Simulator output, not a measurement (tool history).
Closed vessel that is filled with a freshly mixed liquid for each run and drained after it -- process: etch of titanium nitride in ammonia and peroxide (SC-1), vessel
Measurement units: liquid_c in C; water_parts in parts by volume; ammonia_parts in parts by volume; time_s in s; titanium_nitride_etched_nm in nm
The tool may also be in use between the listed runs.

run,day,liquid_c,water_parts,ammonia_parts,time_s,titanium_nitride_etched_nm
1,0,58,8.5,0.5,230,24.597
2,0.142,58,8.5,0.5,230,24.848
3,0.383,62,8.5,0.5,230,32.413
4,0.512,64,7.5,0.5,230,38.934
5,0.667,64,6.5,0.5,230,41.795
6,0.738,65.5,6,0.5,230,47.284
7,1.021,66.5,6,0.5,230,51.109
8,1.075,67.5,6,0.5,230,54.562
9,1.15,68,6,0.5,230,56.197

Estimate the outcome of run 10 from the log above:
10,1.267,68.5,6,0.5,230,?

For run 10 the tool returned titanium_nitride_etched_nm 57.581 nm.

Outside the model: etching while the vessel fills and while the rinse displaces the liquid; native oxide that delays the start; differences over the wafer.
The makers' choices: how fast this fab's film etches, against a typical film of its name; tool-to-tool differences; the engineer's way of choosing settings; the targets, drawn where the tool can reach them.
